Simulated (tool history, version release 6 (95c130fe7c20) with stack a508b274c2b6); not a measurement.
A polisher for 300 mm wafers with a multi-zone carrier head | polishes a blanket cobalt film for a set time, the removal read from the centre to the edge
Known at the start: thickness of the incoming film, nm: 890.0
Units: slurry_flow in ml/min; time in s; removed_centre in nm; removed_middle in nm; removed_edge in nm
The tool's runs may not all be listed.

run,day,slurry_flow,centre_zone,middle_zone,edge_zone,time,removed_centre,removed_middle,removed_edge
1,0,160,1,1,1,52,337.6,328.3,332.58
2,0.254,160,1,1,1,58,372.55,367.54,372.27
3,0.608,135,1,1,1,58,369.84,354.13,364.13
4,0.917,135,1,0.94,1,58,369.3,343.84,362.21
5,1.029,135,0.98,0.95,0.97,57,352.05,330.89,356.53
6,1.092,135,0.98,0.95,0.92,57,361.25,338.02,343.73
7,1.15,135,0.96,0.97,0.91,56,347.04,338.83,340.41
8,1.3,135,0.95,0.98,0.9,55,337.48,331.51,330.64
9,1.567,135,0.94,0.99,0.89,54,333.36,331.84,329.07

The next listed run, before its measurement:
10,1.708,135,0.93,1,0.88,53,?,?,?

Run 10 gave removed_centre 316.33 nm, removed_middle 326.17 nm, removed_edge 322.54 nm.
